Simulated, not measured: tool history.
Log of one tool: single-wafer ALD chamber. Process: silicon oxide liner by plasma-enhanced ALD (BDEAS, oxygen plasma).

run,hour,heater temperature setpoint (K),number of ALD cycles (cycles),mean film thickness on the monitor wafer (nm)
1,0,588.15,76,6.9737
2,6.5,588.15,82,7.5502
3,8.8,588.15,83,7.5654
4,15.4,588.15,84,7.708
5,18.1,588.15,74,6.7814
6,24.3,588.15,81,7.4083
7,33,588.15,81,7.481
8,37.8,588.15,82,7.5547
9,40.9,588.15,83,7.6416

Run 10 comes next. What will it give?
10,47.1,588.15,84,?

Run 10 gave mean film thickness on the monitor wafer (nm) 7.6909.

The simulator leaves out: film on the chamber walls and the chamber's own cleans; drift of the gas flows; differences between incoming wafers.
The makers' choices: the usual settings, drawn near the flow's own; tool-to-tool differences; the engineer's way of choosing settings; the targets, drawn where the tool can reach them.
